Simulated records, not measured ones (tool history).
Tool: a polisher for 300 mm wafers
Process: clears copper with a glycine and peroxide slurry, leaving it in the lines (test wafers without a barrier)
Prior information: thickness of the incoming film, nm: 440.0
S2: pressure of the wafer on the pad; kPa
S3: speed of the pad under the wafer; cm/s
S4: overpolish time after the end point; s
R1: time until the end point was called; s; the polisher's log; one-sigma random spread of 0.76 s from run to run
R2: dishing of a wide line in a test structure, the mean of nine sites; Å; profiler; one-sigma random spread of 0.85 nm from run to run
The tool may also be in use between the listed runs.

run 1 hour=0.0 | flow_of_slurry_(ml/min)=175 S2=17.2 S3=110 S4=25 | R1=98.847 R2=860.62
run 2 hour=8.6 | flow_of_slurry_(ml/min)=215 S2=17.2 S3=110 S4=25 | R1=94.437 R2=858.78
run 3 hour=11.9 | flow_of_slurry_(ml/min)=220 S2=17.2 S3=110 S4=23 | R1=94.977 R2=814.66
run 4 hour=18.3 | flow_of_slurry_(ml/min)=225 S2=17.2 S3=110 S4=21 | R1=94.956 R2=761.18
run 5 hour=23.7 | flow_of_slurry_(ml/min)=225 S2=15.2 S3=110 S4=21 | R1=103.850 R2=676.59
run 6 hour=26.3 | flow_of_slurry_(ml/min)=225 S2=15.2 S3=110 S4=20 | R1=105.210 R2=669.83
run 7 hour=27.1 | flow_of_slurry_(ml/min)=230 S2=15.2 S3=110 S4=19 | R1=104.350 R2=635.97
run 8 hour=34.9 | flow_of_slurry_(ml/min)=230 S2=15.2 S3=110 S4=18 | R1=103.440 R2=633.87
run 9 hour=40.7 | flow_of_slurry_(ml/min)=230 S2=15.2 S3=110 S4=17 | R1=102.940 R2=583.77
run 10 hour=45.2 | flow_of_slurry_(ml/min)=230 S2=15.2 S3=110 S4=17 | R1=105.480 R2=574.56

For run 11, what comes out?
run 11 hour=52.9 | flow_of_slurry_(ml/min)=230 S2=15.2 S3=110 S4=16 | R1=? R2=?

Run 11 produced R1 103.630 s, R2 555.72 Å.

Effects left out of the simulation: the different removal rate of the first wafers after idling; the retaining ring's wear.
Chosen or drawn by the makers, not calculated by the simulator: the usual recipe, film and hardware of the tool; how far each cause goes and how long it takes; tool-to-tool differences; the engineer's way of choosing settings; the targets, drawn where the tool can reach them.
